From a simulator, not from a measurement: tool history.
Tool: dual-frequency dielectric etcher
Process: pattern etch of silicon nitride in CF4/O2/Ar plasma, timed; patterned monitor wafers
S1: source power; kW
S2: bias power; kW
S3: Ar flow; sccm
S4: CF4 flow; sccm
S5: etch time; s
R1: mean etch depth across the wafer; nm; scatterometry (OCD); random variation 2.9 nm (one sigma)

Run 1, hour 0: S1 0.7 kW, S2 0.04 kW, S3 91 sccm, S4 74 sccm, S5 395 s. Result: R1 802.54 nm.
Run 2, hour 5: S1 0.7 kW, S2 0.04 kW, S3 105 sccm, S4 74 sccm, S5 395 s. Result: R1 786.21 nm.
Run 3, hour 12.4: S1 0.64 kW, S2 0.038 kW, S3 107 sccm, S4 73 sccm, S5 393 s. Result: R1 716.58 nm.
Run 4, hour 16.5: S1 0.64 kW, S2 0.038 kW, S3 107 sccm, S4 65 sccm, S5 393 s. Result: R1 697.92 nm.
Run 5, hour 21.6: S1 0.76 kW, S2 0.038 kW, S3 107 sccm, S4 65 sccm, S5 393 s. Result: R1 814.22 nm.
Run 6, hour 26.7: S1 0.72 kW, S2 0.038 kW, S3 107 sccm, S4 65 sccm, S5 393 s. Result: R1 785.49 nm.
Run 7, hour 28.3: S1 0.66 kW, S2 0.037 kW, S3 108 sccm, S4 64 sccm, S5 390.5 s. Result: R1 709.24 nm.
Run 8, hour 34.6: S1 0.66 kW, S2 0.037 kW, S3 108 sccm, S4 64 sccm, S5 390.5 s. Result: R1 701.84 nm.
Run 9, hour 41.4: S1 0.61 kW, S2 0.036 kW, S3 108 sccm, S4 64 sccm, S5 390 s. Result: R1 654.06 nm.
Run 10, hour 42.6: S1 0.57 kW, S2 0.035 kW, S3 108 sccm, S4 64 sccm, S5 389.5 s. Result: R1 601.94 nm.
Run 11, hour 48.1: S1 0.54 kW, S2 0.035 kW, S3 108 sccm, S4 64 sccm, S5 389.5 s. Result: R1 581.14 nm.
Run 12, hour 56.7: S1 0.52 kW, S2 0.035 kW, S3 108 sccm, S4 64 sccm, S5 389.5 s. Result: R1 559.97 nm.

Run 13 comes next. What will it give?
Run 13, hour 60.8: S1 0.5 kW, S2 0.035 kW, S3 108 sccm, S4 64 sccm, S5 389.5 s. Result: R1 ?.

{"run 13": {"R1": 536.41}}
